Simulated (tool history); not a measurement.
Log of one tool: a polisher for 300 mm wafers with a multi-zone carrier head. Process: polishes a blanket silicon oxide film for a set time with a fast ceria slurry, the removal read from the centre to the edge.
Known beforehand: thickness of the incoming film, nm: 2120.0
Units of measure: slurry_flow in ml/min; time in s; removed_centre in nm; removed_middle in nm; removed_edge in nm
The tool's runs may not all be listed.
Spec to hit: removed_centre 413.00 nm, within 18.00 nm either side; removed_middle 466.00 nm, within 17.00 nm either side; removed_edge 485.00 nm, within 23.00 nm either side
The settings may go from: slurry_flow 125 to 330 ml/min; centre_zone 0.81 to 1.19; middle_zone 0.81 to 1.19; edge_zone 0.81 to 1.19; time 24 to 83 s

Run 1, hour 0.0: slurry_flow 210 ml/min, centre_zone 1.00, middle_zone 1.00, edge_zone 1.00, time 53 s. Result: removed_centre 641.88 nm, removed_middle 633.70 nm, removed_edge 651.99 nm.
Run 2, hour 3.1: slurry_flow 205 ml/min, centre_zone 0.98, middle_zone 0.99, edge_zone 0.99, time 51 s. Result: removed_centre 609.73 nm, removed_middle 603.02 nm, removed_edge 619.48 nm.
Run 3, hour 4.3: slurry_flow 200 ml/min, centre_zone 0.96, middle_zone 0.99, edge_zone 0.99, time 49 s. Result: removed_centre 565.58 nm, removed_middle 570.73 nm, removed_edge 602.26 nm.
Run 4, hour 5.2: slurry_flow 200 ml/min, centre_zone 0.94, middle_zone 0.99, edge_zone 0.98, time 48 s. Result: removed_centre 543.41 nm, removed_middle 569.19 nm, removed_edge 574.23 nm.
Run 5, hour 13.6: slurry_flow 200 ml/min, centre_zone 0.94, middle_zone 0.99, edge_zone 0.98, time 43 s. Result: removed_centre 483.66 nm, removed_middle 504.21 nm, removed_edge 521.58 nm.
Run 6, hour 20.3: slurry_flow 195 ml/min, centre_zone 0.93, middle_zone 0.99, edge_zone 0.98, time 43 s. Result: removed_centre 473.54 nm, removed_middle 516.66 nm, removed_edge 513.07 nm.
Run 7, hour 28.0: slurry_flow 195 ml/min, centre_zone 0.93, middle_zone 0.99, edge_zone 0.98, time 43 s. Result: removed_centre 472.83 nm, removed_middle 502.70 nm, removed_edge 511.48 nm.
Run 8, hour 35.3: slurry_flow 190 ml/min, centre_zone 0.92, middle_zone 0.99, edge_zone 0.98, time 43 s. Result: removed_centre 466.79 nm, removed_middle 504.28 nm, removed_edge 524.09 nm.
Run 9, hour 36.8: slurry_flow 190 ml/min, centre_zone 0.92, middle_zone 0.99, edge_zone 0.98, time 43 s. Result: removed_centre 467.85 nm, removed_middle 489.34 nm, removed_edge 531.17 nm.
Run 10, hour 37.4: slurry_flow 190 ml/min, centre_zone 0.91, middle_zone 0.99, edge_zone 0.97, time 43 s. Result: removed_centre 465.94 nm, removed_middle 505.64 nm, removed_edge 515.06 nm.
Run 11, hour 38.7: slurry_flow 185 ml/min, centre_zone 0.90, middle_zone 0.99, edge_zone 0.97, time 43 s. Result: removed_centre 470.03 nm, removed_middle 491.85 nm, removed_edge 525.53 nm.
Run 12, hour 44.7: slurry_flow 190 ml/min, centre_zone 0.82, middle_zone 1.03, edge_zone 0.91, time 38 s. Result: removed_centre 371.14 nm, removed_middle 458.37 nm, removed_edge 455.70 nm.
Run 13, hour 53.3: slurry_flow 190 ml/min, centre_zone 0.83, middle_zone 1.03, edge_zone 0.92, time 38 s. Result: removed_centre 375.23 nm, removed_middle 462.05 nm, removed_edge 447.91 nm.
Run 14, hour 55.3: slurry_flow 190 ml/min, centre_zone 0.84, middle_zone 1.03, edge_zone 0.93, time 38 s. Result: removed_centre 377.02 nm, removed_middle 464.67 nm, removed_edge 439.61 nm.
Run 15, hour 57.0: slurry_flow 190 ml/min, centre_zone 0.84, middle_zone 1.02, edge_zone 0.93, time 38 s. Result: removed_centre 381.02 nm, removed_middle 454.40 nm, removed_edge 447.00 nm.

4 candidate next runs follow, results not yet known. Just one meets every target within its allowed miss. Identify it.
Run A, hour 58.7: slurry_flow 175 ml/min, centre_zone 0.93, middle_zone 1.07, edge_zone 0.94, time 38 s. Result: removed_centre ?, removed_middle ?, removed_edge ?.
Run B, hour 58.7: slurry_flow 135 ml/min, centre_zone 0.84, middle_zone 0.93, edge_zone 0.86, time 44 s. Result: removed_centre ?, removed_middle ?, removed_edge ?.
Run C, hour 58.7: slurry_flow 160 ml/min, centre_zone 0.94, middle_zone 0.87, edge_zone 0.95, time 41 s. Result: removed_centre ?, removed_middle ?, removed_edge ?.
Run D, hour 58.7: slurry_flow 225 ml/min, centre_zone 0.97, middle_zone 0.99, edge_zone 0.92, time 35 s. Result: removed_centre ?, removed_middle ?, removed_edge ?.

move  removed_centre  removed_middle  removed_edge
   A          419.14          468.90        449.25
   B          419.62          465.91        487.09
   C          450.30          421.21        484.11
   D          416.59          417.20        419.46
A: gets the furthest-off result to its target, but another result is out of tolerance
B: every result lands within tolerance
C: carries the result that was furthest off beyond its target, to the other side
D: gets the furthest-off result to its target, but another result is out of tolerance
The move that meets every target is B.
